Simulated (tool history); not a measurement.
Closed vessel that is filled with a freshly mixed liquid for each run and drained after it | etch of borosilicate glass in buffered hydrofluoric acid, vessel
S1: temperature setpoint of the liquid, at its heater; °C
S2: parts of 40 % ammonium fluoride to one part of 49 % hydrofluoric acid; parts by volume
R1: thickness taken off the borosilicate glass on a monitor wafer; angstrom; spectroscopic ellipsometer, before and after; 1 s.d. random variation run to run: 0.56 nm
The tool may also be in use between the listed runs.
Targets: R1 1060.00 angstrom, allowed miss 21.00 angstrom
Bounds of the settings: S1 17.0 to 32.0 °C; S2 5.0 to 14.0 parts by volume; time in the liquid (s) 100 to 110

run 1 hour=0.0 | S1=25.0 S2=8.5 time_in_the_liquid_(s)=100 | R1=1481.40
run 2 hour=8.1 | S1=26.5 S2=8.5 time_in_the_liquid_(s)=100 | R1=1623.60
run 3 hour=10.6 | S1=25.5 S2=8.5 time_in_the_liquid_(s)=100 | R1=1550.20
run 4 hour=13.6 | S1=24.5 S2=8.5 time_in_the_liquid_(s)=100 | R1=1441.40
run 5 hour=19.3 | S1=27.5 S2=8.5 time_in_the_liquid_(s)=100 | R1=1707.10
run 6 hour=21.9 | S1=27.5 S2=6.5 time_in_the_liquid_(s)=100 | R1=2239.40
run 7 hour=25.9 | S1=26.0 S2=6.5 time_in_the_liquid_(s)=100 | R1=2083.40
run 8 hour=29.0 | S1=25.0 S2=6.5 time_in_the_liquid_(s)=100 | R1=1978.10
run 9 hour=32.7 | S1=24.0 S2=6.5 time_in_the_liquid_(s)=100 | R1=1860.10
run 10 hour=36.4 | S1=23.0 S2=6.5 time_in_the_liquid_(s)=100 | R1=1766.50
run 11 hour=37.6 | S1=22.5 S2=6.5 time_in_the_liquid_(s)=100 | R1=1723.60
run 12 hour=38.5 | S1=22.0 S2=6.5 time_in_the_liquid_(s)=100 | R1=1669.60
run 13 hour=45.9 | S1=18.0 S2=8.5 time_in_the_liquid_(s)=100 | R1=1028.00

Which of these 4 next moves meets every target?
run A hour=53.3 | S1=17.0 S2=8.5 time_in_the_liquid_(s)=105 | R1=?
run B hour=53.3 | S1=17.5 S2=9.0 time_in_the_liquid_(s)=105 | R1=?
run C hour=53.3 | S1=17.5 S2=8.5 time_in_the_liquid_(s)=100 | R1=?
run D hour=53.3 | S1=17.0 S2=8.5 time_in_the_liquid_(s)=110 | R1=?

move=A R1=1007.10
move=B R1=971.96
move=C R1=986.16
move=D R1=1055.10
A: further off than the last run
B: further off than the last run
C: further off than the last run
D: hits every target within its allowed miss
So the answer is move D, the one that meets all the targets.
